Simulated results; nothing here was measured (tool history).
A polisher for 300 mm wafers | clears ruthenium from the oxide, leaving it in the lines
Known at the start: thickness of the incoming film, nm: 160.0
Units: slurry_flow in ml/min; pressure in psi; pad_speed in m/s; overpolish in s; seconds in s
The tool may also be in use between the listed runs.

run	hour	slurry_flow	pressure	pad_speed	overpolish	seconds
1	0.0	305	2.5	1.04	23	108.800
2	8.6	305	2.8	1.04	23	99.030
3	13.1	305	3.4	1.04	23	81.519
4	15.0	305	3.7	1.04	23	77.191
5	19.0	305	3.7	1.04	24	77.641
6	27.2	305	3.9	1.04	24	72.531
7	31.8	305	3.3	0.98	24	89.847
8	34.3	305	2.8	0.92	24	113.590

The next listed run, before its measurement:
9	42.9	305	2.4	0.90	24	?

{"run 9": {"seconds": 135.3}}
